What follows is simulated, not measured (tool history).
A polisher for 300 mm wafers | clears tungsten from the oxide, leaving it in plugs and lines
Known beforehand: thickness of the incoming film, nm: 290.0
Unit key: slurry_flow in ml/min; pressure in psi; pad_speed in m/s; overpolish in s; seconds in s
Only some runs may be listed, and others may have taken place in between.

| run | hour | slurry_flow | pressure | pad_speed | slurry_solids | overpolish | seconds |
|---|---|---|---|---|---|---|---|
| 1 | 0 | 155 | 2.4 | 1.36 | 1 | 13 | 79.714 |
| 2 | 4.9 | 155 | 2.4 | 1.14 | 1 | 13 | 94.916 |
| 3 | 9.3 | 160 | 2.7 | 1.14 | 1 | 13 | 84.838 |
| 4 | 12.7 | 160 | 2.7 | 1.46 | 1 | 13 | 66.209 |
| 5 | 16.3 | 160 | 2.7 | 1.12 | 1 | 13 | 85.659 |
| 6 | 21.3 | 160 | 3 | 1.12 | 1 | 13 | 77.662 |
| 7 | 26.4 | 165 | 3.1 | 1.14 | 1 | 13 | 72.984 |
| 8 | 35.4 | 165 | 3.1 | 1.14 | 1 | 13 | 72.995 |
| 9 | 39.4 | 170 | 3.2 | 1.16 | 1 | 13 | 69.297 |
| 10 | 46.5 | 170 | 3.3 | 1.18 | 1 | 13 | 66.422 |
| 11 | 50.7 | 170 | 3.4 | 1.2 | 1 | 13 | 63.366 |
| 12 | 56.1 | 175 | 3.5 | 1.22 | 1 | 13 | 59.99 |
| 13 | 58.1 | 175 | 3.5 | 1.24 | 1 | 13 | 58.207 |
| 14 | 59.9 | 180 | 3.5 | 1.24 | 1 | 13 | 60.6 |
| 15 | 68.2 | 180 | 3.5 | 1.24 | 1 | 13 | 58.781 |
| 16 | 71.3 | 180 | 3.6 | 1.26 | 1 | 13 | 57.411 |

Forecast run 17:
| 17 | 75.5 | 180 | 3.6 | 1.28 | 1 | 13 | ? |

{"run 17": {"seconds": 55.397}}
